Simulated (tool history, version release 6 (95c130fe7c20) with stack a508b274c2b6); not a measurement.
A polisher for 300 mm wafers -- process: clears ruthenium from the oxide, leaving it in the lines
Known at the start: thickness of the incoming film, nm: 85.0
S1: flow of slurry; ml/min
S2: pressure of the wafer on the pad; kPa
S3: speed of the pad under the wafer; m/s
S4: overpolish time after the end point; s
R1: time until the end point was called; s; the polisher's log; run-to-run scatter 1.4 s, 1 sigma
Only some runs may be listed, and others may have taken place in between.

run  hour   S1    S2    S3  S4       R1
  1   0.0  135  11.0  1.26  13   78.977
  2   1.3  130   9.7  1.26  13   92.875
  3   4.4  125   9.0  1.26  13  100.250
  4   8.8  120   8.3  1.26  13  107.790
  5  15.2  115   7.6  1.26  13  121.640
  6  15.9  115   9.0  1.26  13  101.850
  7  22.9  115   8.3  1.26  13  110.700
  8  25.6  110   7.6  1.26  13  124.130

Expected results for the next run?
  9  27.3  105  7.6  1.26  13   ?

Run 9 produced R1 123.840 s.
